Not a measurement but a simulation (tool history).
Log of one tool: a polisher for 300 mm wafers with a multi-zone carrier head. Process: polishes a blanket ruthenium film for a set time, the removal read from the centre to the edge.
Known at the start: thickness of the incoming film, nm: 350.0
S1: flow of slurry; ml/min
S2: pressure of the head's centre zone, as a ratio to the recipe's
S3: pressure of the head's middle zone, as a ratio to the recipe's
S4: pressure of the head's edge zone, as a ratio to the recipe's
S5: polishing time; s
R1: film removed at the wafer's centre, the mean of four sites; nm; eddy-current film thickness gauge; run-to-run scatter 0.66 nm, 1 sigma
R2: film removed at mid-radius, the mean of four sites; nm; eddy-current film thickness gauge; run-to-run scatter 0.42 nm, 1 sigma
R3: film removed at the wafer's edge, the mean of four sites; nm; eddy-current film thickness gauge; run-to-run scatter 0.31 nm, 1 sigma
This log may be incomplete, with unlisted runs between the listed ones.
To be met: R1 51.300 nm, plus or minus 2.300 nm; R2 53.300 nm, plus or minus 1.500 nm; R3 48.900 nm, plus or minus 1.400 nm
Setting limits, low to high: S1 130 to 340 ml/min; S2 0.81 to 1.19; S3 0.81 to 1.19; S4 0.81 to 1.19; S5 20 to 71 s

run,hour,S1,S2,S3,S4,S5,R1,R2,R3
1,0.0,220,1.00,1.00,1.00,45,35.216,36.610,37.373
2,0.7,235,1.04,1.05,1.03,48,39.136,40.819,40.311
3,2.6,205,1.04,1.05,1.03,48,38.116,40.096,39.175
4,9.2,230,1.07,1.08,1.05,50,42.325,43.883,42.024
5,10.6,230,1.07,1.08,1.02,50,42.690,42.778,41.976
6,18.8,230,1.07,1.13,1.02,50,41.315,45.184,41.706
7,25.7,250,1.09,1.14,1.05,51,45.089,47.323,43.161
# hour 26.3: worn pad replaced by a new one
8,26.3,260,1.09,1.14,1.07,52,46.995,49.982,47.210
9,32.1,270,1.10,1.15,1.07,52,47.644,50.617,47.378

Consider the 4 candidate settings below. Which is the only one whose results all fall within their allowed miss of target?
A,37.9,305,1.14,1.18,1.08,53,?,?,?
B,37.9,290,0.95,1.13,1.11,54,?,?,?
C,37.9,270,1.07,1.13,1.12,52,?,?,?
D,37.9,285,1.07,1.15,1.10,50,?,?,?

move,R1,R2,R3
A,50.699,54.657,49.409
B,44.485,53.548,50.748
C,46.606,51.137,48.763
D,45.116,50.167,46.735
A: meets every target
B: the worst result of the last run now meets its target, but another is out of spec
C: lands further from the targets than the last run did
D: lands further from the targets than the last run did
A meets every target.

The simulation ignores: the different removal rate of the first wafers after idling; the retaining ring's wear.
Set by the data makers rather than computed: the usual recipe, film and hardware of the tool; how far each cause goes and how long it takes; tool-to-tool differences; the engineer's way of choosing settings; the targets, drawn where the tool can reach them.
